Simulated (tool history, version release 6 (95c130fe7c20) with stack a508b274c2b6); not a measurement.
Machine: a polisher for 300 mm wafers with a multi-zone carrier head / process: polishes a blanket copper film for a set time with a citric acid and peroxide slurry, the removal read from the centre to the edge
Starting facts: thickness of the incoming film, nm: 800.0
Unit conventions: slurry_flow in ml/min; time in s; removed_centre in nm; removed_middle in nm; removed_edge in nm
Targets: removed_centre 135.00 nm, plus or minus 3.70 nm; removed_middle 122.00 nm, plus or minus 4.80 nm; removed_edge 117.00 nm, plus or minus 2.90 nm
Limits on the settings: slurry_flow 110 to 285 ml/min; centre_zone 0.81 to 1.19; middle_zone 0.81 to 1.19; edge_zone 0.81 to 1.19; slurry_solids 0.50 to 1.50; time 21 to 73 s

{"run": 1, "hour": 0.0, "slurry_flow": 180, "centre_zone": 1.0, "middle_zone": 1.0, "edge_zone": 1.0, "slurry_solids": 1.0, "time": 47, "removed_centre": 129.31, "removed_middle": 132.02, "removed_edge": 130.86}
{"run": 2, "hour": 5.4, "slurry_flow": 175, "centre_zone": 1.02, "middle_zone": 0.99, "edge_zone": 0.97, "slurry_solids": 1.0, "time": 47, "removed_centre": 129.21, "removed_middle": 129.59, "removed_edge": 130.63}
{"run": 3, "hour": 9.5, "slurry_flow": 175, "centre_zone": 1.02, "middle_zone": 0.99, "edge_zone": 1.05, "slurry_solids": 1.0, "time": 47, "removed_centre": 129.32, "removed_middle": 131.56, "removed_edge": 136.96}
{"run": 4, "hour": 17.4, "slurry_flow": 175, "centre_zone": 1.03, "middle_zone": 0.99, "edge_zone": 1.01, "slurry_solids": 1.0, "time": 47, "removed_centre": 131.52, "removed_middle": 132.46, "removed_edge": 132.17}
{"run": 5, "hour": 25.7, "slurry_flow": 170, "centre_zone": 1.04, "middle_zone": 0.98, "edge_zone": 0.98, "slurry_solids": 1.0, "time": 47, "removed_centre": 132.53, "removed_middle": 125.79, "removed_edge": 129.82}
{"run": 6, "hour": 31.9, "slurry_flow": 170, "centre_zone": 1.0, "middle_zone": 0.98, "edge_zone": 0.98, "slurry_solids": 1.0, "time": 47, "removed_centre": 126.16, "removed_middle": 126.08, "removed_edge": 130.52}
{"run": 7, "hour": 35.1, "slurry_flow": 175, "centre_zone": 1.01, "middle_zone": 0.98, "edge_zone": 0.95, "slurry_solids": 1.0, "time": 47, "removed_centre": 127.25, "removed_middle": 129.13, "removed_edge": 128.1}
{"run": 8, "hour": 43.9, "slurry_flow": 175, "centre_zone": 1.03, "middle_zone": 0.98, "edge_zone": 0.93, "slurry_solids": 1.0, "time": 47, "removed_centre": 130.33, "removed_middle": 128.12, "removed_edge": 127.04}
{"run": 9, "hour": 50.8, "slurry_flow": 175, "centre_zone": 1.04, "middle_zone": 0.98, "edge_zone": 0.91, "slurry_solids": 1.0, "time": 47, "removed_centre": 132.56, "removed_middle": 127.0, "removed_edge": 126.1}
{"run": 10, "hour": 51.4, "slurry_flow": 175, "centre_zone": 1.05, "middle_zone": 0.98, "edge_zone": 0.89, "slurry_solids": 1.0, "time": 47, "removed_centre": 132.57, "removed_middle": 126.85, "removed_edge": 123.74}

Of the 4 settings listed for the next run, only one would bring every result within its allowed miss of target. Which one?
{"run": "A", "hour": 52.0, "slurry_flow": 140, "centre_zone": 0.99, "middle_zone": 0.89, "edge_zone": 0.95, "slurry_solids": 1.1, "time": 51, "removed_centre": "?", "removed_middle": "?", "removed_edge": "?"}
{"run": "B", "hour": 52.0, "slurry_flow": 210, "centre_zone": 1.12, "middle_zone": 1.01, "edge_zone": 0.9, "slurry_solids": 1.2, "time": 41, "removed_centre": "?", "removed_middle": "?", "removed_edge": "?"}
{"run": "C", "hour": 52.0, "slurry_flow": 175, "centre_zone": 1.05, "middle_zone": 0.98, "edge_zone": 0.93, "slurry_solids": 1.15, "time": 44, "removed_centre": "?", "removed_middle": "?", "removed_edge": "?"}
{"run": "D", "hour": 52.0, "slurry_flow": 240, "centre_zone": 1.08, "middle_zone": 0.86, "edge_zone": 1.0, "slurry_solids": 1.0, "time": 45, "removed_centre": "?", "removed_middle": "?", "removed_edge": "?"}

move=A removed_centre=133.50 removed_middle=128.01 removed_edge=138.14
move=B removed_centre=134.73 removed_middle=125.18 removed_edge=116.93
move=C removed_centre=129.97 removed_middle=126.00 removed_edge=123.30
move=D removed_centre=138.89 removed_middle=117.94 removed_edge=130.67
A: its largest miss is bigger than the last run's
B: meets every target
C: moves toward the targets from the last run without getting all of them in spec
D: its largest miss is bigger than the last run's
Answer: B

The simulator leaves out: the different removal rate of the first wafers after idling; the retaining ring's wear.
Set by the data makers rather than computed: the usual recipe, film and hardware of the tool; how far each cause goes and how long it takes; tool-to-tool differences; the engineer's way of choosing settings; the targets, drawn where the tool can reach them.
